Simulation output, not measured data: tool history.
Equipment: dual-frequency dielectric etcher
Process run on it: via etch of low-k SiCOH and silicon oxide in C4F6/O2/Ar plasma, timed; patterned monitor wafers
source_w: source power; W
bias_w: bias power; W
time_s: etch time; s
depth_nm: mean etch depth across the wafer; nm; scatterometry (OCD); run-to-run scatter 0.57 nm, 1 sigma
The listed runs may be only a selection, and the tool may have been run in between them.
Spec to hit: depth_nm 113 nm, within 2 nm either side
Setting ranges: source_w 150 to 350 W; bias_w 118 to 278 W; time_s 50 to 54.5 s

run	hour	source_w	bias_w	time_s	depth_nm
1	0	250	198	54.5	119.84
2	7	280	198	54.5	122.73
3	13.8	260	194	54.5	119.56
4	18.3	230	194	54.5	114.31
5	20.1	200	194	54.5	110.03
6	22.5	200	194	54.5	110.39
7	27.7	200	195	54.5	109.76
8	28.4	200	196	54.5	109.88
9	32.1	200	197	54.5	110.44
10	40.9	200	198	54.5	109.88
11	42.6	200	199	54.5	109.74
12	50.6	200	199	54.5	109.18

Which single option among these 5 for the next run brings every result within its allowed miss of target? Just one does.
A	58.6	220	189	51.5	?
B	58.6	200	183	54.5	?
C	58.6	180	203	53	?
D	58.6	230	180	50	?
E	58.6	220	208	53	?

move	depth_nm
A	106.62
B	108.2
C	104.69
D	103.65
E	112.85
A: misses by more than the last run did
B: misses by more than the last run did
C: misses by more than the last run did
D: misses by more than the last run did
E: every result lands within tolerance
E is the move that brings every result within its allowed miss.

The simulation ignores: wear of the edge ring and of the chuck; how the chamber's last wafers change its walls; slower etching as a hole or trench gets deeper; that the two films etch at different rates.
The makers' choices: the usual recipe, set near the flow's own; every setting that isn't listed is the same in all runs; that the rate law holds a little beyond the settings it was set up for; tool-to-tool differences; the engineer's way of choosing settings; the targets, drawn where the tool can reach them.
